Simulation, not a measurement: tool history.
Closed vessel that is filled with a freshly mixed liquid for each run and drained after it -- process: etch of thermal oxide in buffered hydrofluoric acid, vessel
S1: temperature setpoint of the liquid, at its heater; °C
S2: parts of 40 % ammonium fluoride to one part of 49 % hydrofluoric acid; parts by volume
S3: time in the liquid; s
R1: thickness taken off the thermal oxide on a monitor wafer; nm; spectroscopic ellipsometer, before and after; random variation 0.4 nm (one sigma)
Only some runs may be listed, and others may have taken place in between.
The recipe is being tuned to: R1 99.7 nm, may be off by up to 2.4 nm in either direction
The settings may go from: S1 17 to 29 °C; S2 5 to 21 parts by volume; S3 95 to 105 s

run 1 hour=0 | S1=21 S2=13 S3=95 | R1=81.039
run 2 hour=4.6 | S1=22 S2=13 S3=95 | R1=84.89
run 3 hour=9.1 | S1=22.5 S2=13 S3=95 | R1=88.225
run 4 hour=16.7 | S1=22.5 S2=13 S3=95 | R1=87.973
run 5 hour=22.1 | S1=22.5 S2=13 S3=105 | R1=97.107
run 6 hour=29.7 | S1=22.5 S2=11.5 S3=105 | R1=109.5
run 7 hour=36.4 | S1=22 S2=11.5 S3=105 | R1=107.15
run 8 hour=41.5 | S1=21.5 S2=11.5 S3=105 | R1=103.32

4 candidate next runs follow, results not yet known. Just one meets every target within its allowed miss. Identify it.
run A hour=46.6 | S1=24.5 S2=13.5 S3=100 | R1=?
run B hour=46.6 | S1=24.5 S2=12 S3=95 | R1=?
run C hour=46.6 | S1=24 S2=12.5 S3=105 | R1=?
run D hour=46.6 | S1=22.5 S2=11.5 S3=105 | R1=?

move=A R1=99.782
move=B R1=106.38
move=C R1=109.94
move=D R1=109.86
A: meets every target
B: misses by more than the last run did
C: misses by more than the last run did
D: misses by more than the last run did
The right move is A.
